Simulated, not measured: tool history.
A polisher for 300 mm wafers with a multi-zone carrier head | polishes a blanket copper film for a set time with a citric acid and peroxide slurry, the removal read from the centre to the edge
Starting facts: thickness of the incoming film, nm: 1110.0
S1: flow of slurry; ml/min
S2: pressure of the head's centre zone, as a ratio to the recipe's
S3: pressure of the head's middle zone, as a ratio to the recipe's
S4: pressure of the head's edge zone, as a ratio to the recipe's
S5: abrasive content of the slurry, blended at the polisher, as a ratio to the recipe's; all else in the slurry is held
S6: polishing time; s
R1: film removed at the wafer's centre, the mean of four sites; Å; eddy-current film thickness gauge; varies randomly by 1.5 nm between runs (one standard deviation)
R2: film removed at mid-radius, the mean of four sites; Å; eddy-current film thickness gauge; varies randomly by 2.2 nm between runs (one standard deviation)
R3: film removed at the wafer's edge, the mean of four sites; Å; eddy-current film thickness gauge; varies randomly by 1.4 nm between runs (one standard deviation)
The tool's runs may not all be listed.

{"run": 1, "hour": 0.0, "S1": 220, "S2": 1, "S3": 1, "S4": 1, "S5": 1, "S6": 51, "R1": 1253.9, "R2": 1300.5, "R3": 1245.5}
{"run": 2, "hour": 0.8, "S1": 220, "S2": 1, "S3": 1, "S4": 1, "S5": 1, "S6": 44, "R1": 1099.4, "R2": 1126.6, "R3": 1080.9}
{"run": 3, "hour": 8.1, "S1": 220, "S2": 1, "S3": 1, "S4": 1, "S5": 1, "S6": 48, "R1": 1204, "R2": 1240.4, "R3": 1194.3}
{"run": 4, "hour": 12.3, "S1": 220, "S2": 1, "S3": 1, "S4": 1, "S5": 1, "S6": 43, "R1": 1065.5, "R2": 1081.9, "R3": 1040.6}
{"run": 5, "hour": 17.9, "S1": 220, "S2": 1, "S3": 1.01, "S4": 1.02, "S5": 1.1, "S6": 46, "R1": 1159.9, "R2": 1199.5, "R3": 1164.2}
{"run": 6, "hour": 23.4, "S1": 225, "S2": 1, "S3": 1.02, "S4": 1.04, "S5": 1.15, "S6": 48, "R1": 1235.9, "R2": 1282.3, "R3": 1240.7}
{"run": 7, "hour": 29.3, "S1": 225, "S2": 1, "S3": 1.03, "S4": 1.06, "S5": 1.2, "S6": 50, "R1": 1291.4, "R2": 1340.3, "R3": 1299.3}
{"run": 8, "hour": 32.7, "S1": 225, "S2": 0.99, "S3": 1.03, "S4": 1.07, "S5": 1.25, "S6": 52, "R1": 1349.9, "R2": 1427.9, "R3": 1383.9}
{"run": 9, "hour": 38.0, "S1": 230, "S2": 0.99, "S3": 1.03, "S4": 1.09, "S5": 1.3, "S6": 54, "R1": 1391.1, "R2": 1480.6, "R3": 1451.1}
{"run": 10, "hour": 42.1, "S1": 230, "S2": 0.99, "S3": 1.03, "S4": 1.1, "S5": 1.35, "S6": 56, "R1": 1466, "R2": 1567.8, "R3": 1518.1}
{"run": 11, "hour": 45.7, "S1": 230, "S2": 0.99, "S3": 1.03, "S4": 1.11, "S5": 1.35, "S6": 57, "R1": 1501, "R2": 1595.3, "R3": 1570.7}
{"run": 12, "hour": 54.1, "S1": 235, "S2": 0.99, "S3": 1.03, "S4": 1.12, "S5": 1.35, "S6": 58, "R1": 1538.8, "R2": 1597.4, "R3": 1585.2}
{"run": 13, "hour": 56.9, "S1": 230, "S2": 0.98, "S3": 1.03, "S4": 1.13, "S5": 1.35, "S6": 59, "R1": 1514.3, "R2": 1645.6, "R3": 1619.2}
{"run": 14, "hour": 62.6, "S1": 235, "S2": 0.98, "S3": 1.03, "S4": 1.14, "S5": 1.35, "S6": 60, "R1": 1563.3, "R2": 1687.6, "R3": 1653.5}

Run 15 is up next; what results do you expect?
{"run": 15, "hour": 69.4, "S1": 235, "S2": 0.98, "S3": 1.03, "S4": 1.14, "S5": 1.35, "S6": 61, "R1": "?", "R2": "?", "R3": "?"}

R1: 1588.1 Å
R2: 1726 Å
R3: 1692.3 Å
